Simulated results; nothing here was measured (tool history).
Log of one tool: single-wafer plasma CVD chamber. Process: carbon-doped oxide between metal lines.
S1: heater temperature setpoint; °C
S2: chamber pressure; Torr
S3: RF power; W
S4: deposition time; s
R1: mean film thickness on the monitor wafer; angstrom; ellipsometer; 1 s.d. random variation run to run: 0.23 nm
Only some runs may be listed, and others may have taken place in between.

| run | hour | S1 | S2 | S3 | S4 | R1 |
|---|---|---|---|---|---|---|
| 1 | 0.0 | 360 | 5.01 | 500 | 14.0 | 733.60 |
| 2 | 2.5 | 364 | 4.61 | 485 | 14.0 | 694.72 |
| 3 | 10.3 | 368 | 4.33 | 485 | 14.0 | 688.09 |
| 4 | 12.7 | 368 | 4.33 | 415 | 14.0 | 571.39 |
| 5 | 14.5 | 364 | 4.52 | 415 | 14.0 | 577.72 |
| 6 | 19.8 | 363 | 4.82 | 415 | 14.0 | 588.28 |
| 7 | 20.4 | 361 | 4.99 | 415 | 14.0 | 594.97 |
| 8 | 23.4 | 359 | 5.11 | 415 | 14.0 | 597.76 |
| 9 | 24.4 | 357 | 5.23 | 415 | 14.0 | 600.57 |

Run 10 has not been measured yet. What should we expect?
| 10 | 25.8 | 356 | 5.35 | 415 | 14.0 | ? |

Run 10 yielded R1 611.36 angstrom.
